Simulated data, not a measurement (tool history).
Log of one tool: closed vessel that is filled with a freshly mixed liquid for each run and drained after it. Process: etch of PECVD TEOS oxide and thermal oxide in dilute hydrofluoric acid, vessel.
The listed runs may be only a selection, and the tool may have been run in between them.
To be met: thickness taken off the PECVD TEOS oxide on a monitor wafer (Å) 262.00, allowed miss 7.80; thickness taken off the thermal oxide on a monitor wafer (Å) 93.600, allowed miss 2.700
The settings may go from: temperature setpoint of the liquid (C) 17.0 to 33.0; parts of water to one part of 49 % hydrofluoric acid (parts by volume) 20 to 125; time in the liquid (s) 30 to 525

run  hour  temperature setpoint of the liquid (C)  parts of water to one part of 49 % hydrofluoric acid (parts by volume)  time in the liquid (s)  thickness taken off the PECVD TEOS oxide on a monitor wafer (Å)  thickness taken off the thermal oxide on a monitor wafer (Å)
  1   0.0                                    25.0                                                                      70                     270                                                           505.77                                                       186.910
  2   4.5                                    22.5                                                                      80                     270                                                           401.49                                                       143.810
  3  10.9                                    22.5                                                                      90                     270                                                           353.97                                                       128.870
  4  19.5                                    21.0                                                                      90                     270                                                           331.83                                                       118.050
  5  20.6                                    20.5                                                                      95                     270                                                           307.98                                                       109.280
  6  25.0                                    20.0                                                                      95                     270                                                           297.90                                                       105.990
  7  33.2                                    19.5                                                                      95                     270                                                           296.18                                                       103.580
  8  33.9                                    19.5                                                                     100                     270                                                           275.75                                                        98.880
  9  35.4                                    19.0                                                                     100                     270                                                           271.85                                                        98.312

4 next moves are on the table. One of them brings every result within its allowed miss. Which?
  A  36.9                                    17.0                                                                     105                     295                                                                ?                                                             ?
  B  36.9                                    18.5                                                                     120                     365                                                                ?                                                             ?
  C  36.9                                    17.0                                                                      85                     250                                                                ?                                                             ?
  D  36.9                                    17.0                                                                      60                     180                                                                ?                                                             ?

move  thickness taken off the PECVD TEOS oxide on a monitor wafer (Å)  thickness taken off the thermal oxide on a monitor wafer (Å)
   A                                                           260.40                                                        91.747
   B                                                           295.82                                                       104.230
   C                                                           278.18                                                        98.011
   D                                                           291.27                                                       102.620
A: all results in spec
B: further off than the last run
C: further off than the last run
D: further off than the last run
Move A is the one to make.
